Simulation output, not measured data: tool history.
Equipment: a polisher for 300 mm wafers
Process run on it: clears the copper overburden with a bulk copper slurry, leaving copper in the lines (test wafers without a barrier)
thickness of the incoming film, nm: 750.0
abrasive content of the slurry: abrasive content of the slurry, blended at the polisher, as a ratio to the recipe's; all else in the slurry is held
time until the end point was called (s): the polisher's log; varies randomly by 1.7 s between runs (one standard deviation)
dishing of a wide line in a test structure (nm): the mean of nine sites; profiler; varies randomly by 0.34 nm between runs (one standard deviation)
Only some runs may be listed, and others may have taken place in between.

run,hour,flow of slurry (ml/min),pressure of the wafer on the pad (kPa),speed of the pad under the wafer (cm/s),abrasive content of the slurry,overpolish time after the end point (s),time until the end point was called (s),dishing of a wide line in a test structure (nm)
1,0,165,17.2,92,1,27,119.87,26.059
2,1.6,165,17.2,74,1,27,147.31,26.318
3,7.5,165,17.2,74,1,37,148.97,26.658
4,11.1,165,17.2,74,1,31,145.63,26.132
5,17.3,165,16.5,78,1,24,146.51,26.212
6,21.5,155,15.9,84,0.95,19,147.23,25.245
7,27.5,125,16.5,92,0.75,8,142.82,19.481
8,35.6,135,15.9,92,0.8,10,143.98,21.829
9,41.4,140,15.9,92,0.8,10,140.46,21.279

Predict the results of run 10:
10,48.3,140,15.2,92,0.85,11,?,?

time until the end point was called (s): 145.93
dishing of a wide line in a test structure (nm): 22.13
